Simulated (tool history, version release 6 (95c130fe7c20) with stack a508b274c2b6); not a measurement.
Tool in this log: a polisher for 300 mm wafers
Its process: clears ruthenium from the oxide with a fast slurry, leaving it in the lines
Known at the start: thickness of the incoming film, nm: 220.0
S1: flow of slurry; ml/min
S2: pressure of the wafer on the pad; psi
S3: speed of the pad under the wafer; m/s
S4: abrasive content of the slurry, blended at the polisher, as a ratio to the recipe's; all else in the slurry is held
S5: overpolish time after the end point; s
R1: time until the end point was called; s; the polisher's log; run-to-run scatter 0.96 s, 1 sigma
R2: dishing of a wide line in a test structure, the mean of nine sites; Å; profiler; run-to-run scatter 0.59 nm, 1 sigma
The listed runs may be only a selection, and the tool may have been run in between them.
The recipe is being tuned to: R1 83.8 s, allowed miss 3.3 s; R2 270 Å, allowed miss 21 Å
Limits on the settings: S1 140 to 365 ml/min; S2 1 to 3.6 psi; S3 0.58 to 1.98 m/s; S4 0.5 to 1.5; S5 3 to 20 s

Run 1, day 0: S1 235 ml/min, S2 2.3 psi, S3 1.28 m/s, S4 1, S5 10 s. Result: R1 57.878 s, R2 273.91 Å.
Run 2, day 0.329: S1 235 ml/min, S2 2.2 psi, S3 1.28 m/s, S4 1, S5 11 s. Result: R1 59.819 s, R2 290.32 Å.
Run 3, day 0.683: S1 235 ml/min, S2 2.2 psi, S3 1.28 m/s, S4 1, S5 8 s. Result: R1 59.753 s, R2 227.41 Å.
Run 4, day 0.979: S1 235 ml/min, S2 2.2 psi, S3 1.46 m/s, S4 1, S5 8 s. Result: R1 55.867 s, R2 250.42 Å.
Run 5, day 1.317: S1 235 ml/min, S2 2 psi, S3 1.46 m/s, S4 1, S5 9 s. Result: R1 58.776 s, R2 245.8 Å.
Run 6, day 1.404: S1 235 ml/min, S2 1.8 psi, S3 1.44 m/s, S4 1, S5 10 s. Result: R1 68.548 s, R2 245.95 Å.
Run 7, day 1.683: S1 235 ml/min, S2 1.7 psi, S3 1.44 m/s, S4 1, S5 11 s. Result: R1 71.802 s, R2 260.7 Å.
Run 8, day 1.771: S1 235 ml/min, S2 1.6 psi, S3 1.44 m/s, S4 1, S5 11 s. Result: R1 76.089 s, R2 252.52 Å.
Run 9, day 1.954: S1 235 ml/min, S2 1.5 psi, S3 1.44 m/s, S4 1, S5 12 s. Result: R1 80.643 s, R2 249.2 Å.
Run 10, day 2.108: S1 235 ml/min, S2 1.5 psi, S3 1.44 m/s, S4 1, S5 13 s. Result: R1 78.579 s, R2 262.52 Å.
At day 2.404: head pressure recalibrated.
Run 11, day 2.404: S1 235 ml/min, S2 1.4 psi, S3 1.44 m/s, S4 1, S5 14 s. Result: R1 93.468 s, R2 244.14 Å.

Which one of the following 4 next-run settings gets every result inside its allowed miss? There is exactly one.
Run A, day 2.7: S1 240 ml/min, S2 1.7 psi, S3 1.4 m/s, S4 0.85, S5 14 s. Result: R1 ?, R2 ?.
Run B, day 2.7: S1 225 ml/min, S2 1.1 psi, S3 1.54 m/s, S4 1.15, S5 16 s. Result: R1 ?, R2 ?.
Run C, day 2.7: S1 180 ml/min, S2 1.3 psi, S3 1.82 m/s, S4 1.05, S5 19 s. Result: R1 ?, R2 ?.
Run D, day 2.7: S1 285 ml/min, S2 1.3 psi, S3 1.06 m/s, S4 1.3, S5 16 s. Result: R1 ?, R2 ?.

move      R1      R2
   A  84.461   266.7
   B  108.27  243.35
   C  86.859  329.13
   D  112.43  236.01
A: in spec on every target
B: lands further from the targets than the last run did
C: brings the result that was furthest off to its target, and leaves another outside
D: lands further from the targets than the last run did
Answer: A

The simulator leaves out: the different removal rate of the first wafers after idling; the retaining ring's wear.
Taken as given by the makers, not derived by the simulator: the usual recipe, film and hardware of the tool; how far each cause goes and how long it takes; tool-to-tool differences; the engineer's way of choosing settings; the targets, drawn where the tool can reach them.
